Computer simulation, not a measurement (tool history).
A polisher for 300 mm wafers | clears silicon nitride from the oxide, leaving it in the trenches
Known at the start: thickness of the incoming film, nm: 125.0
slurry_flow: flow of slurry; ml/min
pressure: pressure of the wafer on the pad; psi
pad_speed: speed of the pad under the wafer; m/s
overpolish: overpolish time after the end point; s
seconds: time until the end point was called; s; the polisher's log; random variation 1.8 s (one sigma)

| run | day | slurry_flow | pressure | pad_speed | overpolish | seconds |
|---|---|---|---|---|---|---|
| 1 | 0.000 | 250 | 2.3 | 1.00 | 34 | 168.15 |
| 2 | 0.350 | 250 | 2.2 | 1.00 | 34 | 176.58 |
| 3 | 0.671 | 250 | 2.2 | 0.74 | 34 | 233.26 |
| 4 | 0.779 | 250 | 2.2 | 0.74 | 34 | 235.34 |
| 5 | 1.012 | 250 | 2.2 | 0.84 | 34 | 208.03 |
| 6 | 1.079 | 250 | 2.2 | 0.62 | 34 | 274.23 |
| 7 | 1.292 | 250 | 2.2 | 0.62 | 34 | 275.94 |

The next listed run, before its measurement:
| 8 | 1.600 | 250 | 2.4 | 0.62 | 34 | ? |

Run 8 gave seconds 254.40 s.
